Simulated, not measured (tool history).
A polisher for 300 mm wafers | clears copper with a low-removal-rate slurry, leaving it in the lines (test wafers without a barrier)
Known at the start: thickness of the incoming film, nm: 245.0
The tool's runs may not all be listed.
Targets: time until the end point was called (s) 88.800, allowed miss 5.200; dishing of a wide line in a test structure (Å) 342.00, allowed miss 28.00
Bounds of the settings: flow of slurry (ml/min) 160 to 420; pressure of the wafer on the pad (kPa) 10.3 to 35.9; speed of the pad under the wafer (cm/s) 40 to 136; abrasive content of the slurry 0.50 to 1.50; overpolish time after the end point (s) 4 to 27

run    day  flow of slurry (ml/min)  pressure of the wafer on the pad (kPa)  speed of the pad under the wafer (cm/s)  abrasive content of the slurry  overpolish time after the end point (s)  time until the end point was called (s)  dishing of a wide line in a test structure (Å)
  1  0.000                      270                                    22.8                                       88                            1.00                                       14                                  102.580                                          225.78
  2  0.367                      270                                    20.0                                       88                            1.00                                       14                                  113.290                                          203.55
  3  0.721                      240                                    20.0                                       88                            1.00                                       14                                  111.540                                          197.05
  4  0.988                      250                                    21.4                                       88                            1.00                                       15                                  108.880                                          215.13
  5  1.283                      260                                    22.8                                       88                            1.00                                       16                                  102.230                                          240.29
  6  1.492                      260                                    22.8                                      102                            1.00                                       16                                   91.861                                          272.84
     1.608  -- slurry blender recalibrated
  7  1.608                      265                                    22.8                                      102                            1.00                                       17                                   89.436                                          280.50
  8  1.679                      265                                    22.8                                      102                            1.00                                       18                                   86.257                                          301.99
  9  1.738                      265                                    22.1                                      102                            1.00                                       19                                   92.242                                          291.32
 10  1.762                      265                                    22.1                                      102                            1.00                                       20                                   89.949                                          310.27

5 next moves are on the table. One of them brings every result within its allowed miss. Which?
  A  1.788                      300                                    26.2                                       82                            0.95                                       16                                        ?                                               ?
  B  1.788                      330                                    24.1                                       88                            0.95                                       19                                        ?                                               ?
  C  1.788                      240                                    24.8                                       92                            1.00                                       14                                        ?                                               ?
  D  1.788                      280                                    22.1                                      102                            1.05                                       23                                        ?                                               ?
  E  1.788                      185                                    24.8                                      106                            0.85                                       13                                        ?                                               ?

move  time until the end point was called (s)  dishing of a wide line in a test structure (Å)
   A                                   92.788                                          260.75
   B                                   94.061                                          290.44
   C                                   90.824                                          240.08
   D                                   90.944                                          334.25
   E                                   87.074                                          234.44
A: further off than the last run
B: further off than the last run
C: further off than the last run
D: meets every target
E: further off than the last run
The right move is D.
